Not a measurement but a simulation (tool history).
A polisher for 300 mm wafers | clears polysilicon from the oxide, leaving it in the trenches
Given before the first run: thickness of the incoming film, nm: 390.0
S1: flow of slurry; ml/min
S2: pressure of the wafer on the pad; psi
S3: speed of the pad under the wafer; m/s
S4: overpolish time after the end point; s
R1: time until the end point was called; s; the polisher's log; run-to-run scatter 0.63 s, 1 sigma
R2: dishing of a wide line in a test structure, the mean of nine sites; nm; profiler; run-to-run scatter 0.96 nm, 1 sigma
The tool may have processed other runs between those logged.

| run | hour | S1 | S2 | S3 | S4 | R1 | R2 |
|---|---|---|---|---|---|---|---|
| 1 | 0.0 | 150 | 3.4 | 0.76 | 27 | 33.868 | 46.988 |
| 2 | 2.3 | 150 | 2.9 | 0.76 | 27 | 38.784 | 46.529 |
| 3 | 5.7 | 150 | 3.3 | 0.76 | 27 | 34.359 | 48.852 |
| 4 | 10.2 | 150 | 3.0 | 0.76 | 27 | 36.971 | 46.830 |
| 5 | 11.4 | 145 | 2.8 | 0.74 | 28 | 41.793 | 46.461 |
| 6 | 19.1 | 140 | 2.6 | 0.74 | 29 | 45.029 | 46.322 |
| 7 | 21.8 | 135 | 2.5 | 0.74 | 30 | 47.262 | 48.166 |
| 8 | 26.4 | 135 | 2.3 | 0.74 | 28 | 50.373 | 48.081 |
| 9 | 32.3 | 140 | 2.2 | 0.74 | 29 | 51.816 | 47.997 |
| 10 | 33.0 | 140 | 2.1 | 0.74 | 27 | 55.477 | 44.940 |
| 11 | 35.0 | 135 | 2.0 | 0.74 | 27 | 57.266 | 47.188 |
| 12 | 42.5 | 135 | 1.9 | 0.74 | 26 | 59.937 | 46.454 |

For run 13, what comes out?
| 13 | 43.1 | 135 | 1.9 | 0.74 | 25 | ? | ? |

{"run 13": {"R1": 60.775, "R2": 46.488}}

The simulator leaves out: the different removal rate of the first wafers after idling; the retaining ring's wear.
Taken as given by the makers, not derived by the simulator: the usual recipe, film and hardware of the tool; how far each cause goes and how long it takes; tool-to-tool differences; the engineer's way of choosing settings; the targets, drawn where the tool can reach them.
